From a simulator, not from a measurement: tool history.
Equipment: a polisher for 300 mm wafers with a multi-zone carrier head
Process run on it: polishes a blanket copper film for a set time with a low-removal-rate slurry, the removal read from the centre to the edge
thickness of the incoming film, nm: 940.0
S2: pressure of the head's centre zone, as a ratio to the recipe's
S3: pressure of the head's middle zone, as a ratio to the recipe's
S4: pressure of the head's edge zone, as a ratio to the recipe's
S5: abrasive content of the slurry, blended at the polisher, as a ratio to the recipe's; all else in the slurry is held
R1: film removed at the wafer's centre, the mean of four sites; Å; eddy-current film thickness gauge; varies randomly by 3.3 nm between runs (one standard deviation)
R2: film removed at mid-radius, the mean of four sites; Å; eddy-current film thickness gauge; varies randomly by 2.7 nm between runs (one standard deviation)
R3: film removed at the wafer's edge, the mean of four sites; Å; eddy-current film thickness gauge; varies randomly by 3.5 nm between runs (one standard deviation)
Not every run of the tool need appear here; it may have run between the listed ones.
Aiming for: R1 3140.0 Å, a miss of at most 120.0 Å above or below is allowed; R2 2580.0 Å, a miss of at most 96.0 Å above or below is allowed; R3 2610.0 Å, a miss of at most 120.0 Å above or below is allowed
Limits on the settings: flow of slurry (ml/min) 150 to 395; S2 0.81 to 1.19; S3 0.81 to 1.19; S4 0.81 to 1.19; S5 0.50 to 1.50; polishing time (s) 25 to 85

{"run": 1, "day": 0.0, "flow of slurry (ml/min)": 250, "S2": 1.0, "S3": 1.0, "S4": 1.0, "S5": 1.0, "polishing time (s)": 55, "R1": 2778.0, "R2": 2540.5, "R3": 2435.6}
{"run": 2, "day": 0.371, "flow of slurry (ml/min)": 255, "S2": 1.02, "S3": 0.99, "S4": 1.01, "S5": 1.0, "polishing time (s)": 55, "R1": 2887.5, "R2": 2518.1, "R3": 2455.7}
{"run": 3, "day": 0.404, "flow of slurry (ml/min)": 260, "S2": 1.03, "S3": 0.99, "S4": 1.02, "S5": 1.0, "polishing time (s)": 55, "R1": 2899.0, "R2": 2513.1, "R3": 2494.3}
{"run": 4, "day": 0.742, "flow of slurry (ml/min)": 265, "S2": 1.04, "S3": 0.99, "S4": 1.02, "S5": 1.0, "polishing time (s)": 55, "R1": 2915.3, "R2": 2495.9, "R3": 2473.7}
{"run": 5, "day": 0.996, "flow of slurry (ml/min)": 265, "S2": 1.05, "S3": 0.99, "S4": 1.03, "S5": 1.0, "polishing time (s)": 55, "R1": 3013.4, "R2": 2488.5, "R3": 2480.3}
{"run": 6, "day": 1.133, "flow of slurry (ml/min)": 265, "S2": 1.05, "S3": 0.99, "S4": 1.03, "S5": 0.85, "polishing time (s)": 55, "R1": 2860.3, "R2": 2457.1, "R3": 2409.5}
{"day": 1.475, "done": "centre zone pressure recalibrated"}
{"run": 7, "day": 1.475, "flow of slurry (ml/min)": 300, "S2": 1.09, "S3": 1.01, "S4": 1.12, "S5": 0.95, "polishing time (s)": 56, "R1": 2794.7, "R2": 2635.5, "R3": 2637.7}
{"run": 8, "day": 1.633, "flow of slurry (ml/min)": 300, "S2": 1.11, "S3": 1.01, "S4": 1.11, "S5": 0.95, "polishing time (s)": 56, "R1": 2859.6, "R2": 2577.4, "R3": 2620.4}

Consider the 5 candidate settings below. Which is the only one whose results all fall within their allowed miss of target?
{"run": "A", "day": 1.792, "flow of slurry (ml/min)": 265, "S2": 1.18, "S3": 0.99, "S4": 1.03, "S5": 0.9, "polishing time (s)": 54, "R1": "?", "R2": "?", "R3": "?"}
{"run": "B", "day": 1.792, "flow of slurry (ml/min)": 305, "S2": 1.1, "S3": 0.98, "S4": 1.09, "S5": 1.0, "polishing time (s)": 56, "R1": "?", "R2": "?", "R3": "?"}
{"run": "C", "day": 1.792, "flow of slurry (ml/min)": 295, "S2": 1.18, "S3": 0.99, "S4": 1.09, "S5": 0.85, "polishing time (s)": 58, "R1": "?", "R2": "?", "R3": "?"}
{"run": "D", "day": 1.792, "flow of slurry (ml/min)": 295, "S2": 1.16, "S3": 1.1, "S4": 0.98, "S5": 0.75, "polishing time (s)": 54, "R1": "?", "R2": "?", "R3": "?"}
{"run": "E", "day": 1.792, "flow of slurry (ml/min)": 345, "S2": 1.09, "S3": 0.97, "S4": 1.05, "S5": 0.85, "polishing time (s)": 58, "R1": "?", "R2": "?", "R3": "?"}

move=A R1=2918.6 R2=2473.7 R3=2439.9
move=B R1=2906.5 R2=2619.2 R3=2672.3
move=C R1=3134.7 R2=2654.0 R3=2687.3
move=D R1=2813.5 R2=2649.1 R3=2323.7
move=E R1=2931.2 R2=2640.8 R3=2661.8
A: better than the last run, though not everything is in spec
B: better than the last run, though not everything is in spec
C: every result lands within tolerance
D: further off than the last run
E: better than the last run, though not everything is in spec
Correct choice: C, which meets every target

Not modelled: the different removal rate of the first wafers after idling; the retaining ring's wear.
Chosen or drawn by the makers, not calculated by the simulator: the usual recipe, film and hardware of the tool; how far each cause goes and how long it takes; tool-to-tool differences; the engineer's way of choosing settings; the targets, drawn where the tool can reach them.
